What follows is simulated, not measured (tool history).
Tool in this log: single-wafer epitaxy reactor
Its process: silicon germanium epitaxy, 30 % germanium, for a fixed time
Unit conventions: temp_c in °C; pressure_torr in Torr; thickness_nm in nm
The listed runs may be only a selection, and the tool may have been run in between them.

run  hour  temp_c  pressure_torr  thickness_nm
  1     0     610           25.6        77.347
  2   2.7     615           25.7          83.4
  3   7.6     615           29.9        89.324
  4  16.4     618             30        94.089
     18.8  -- pyrometer calibrated
  5  18.8     610             30         78.48
  6    24     619             30        90.464
  7  25.4     623           30.2        96.168

Estimate the outcome of run 8 from the log above:
  8  30.5     625           30.3             ?

Run 8 yielded thickness_nm 99.613 nm.

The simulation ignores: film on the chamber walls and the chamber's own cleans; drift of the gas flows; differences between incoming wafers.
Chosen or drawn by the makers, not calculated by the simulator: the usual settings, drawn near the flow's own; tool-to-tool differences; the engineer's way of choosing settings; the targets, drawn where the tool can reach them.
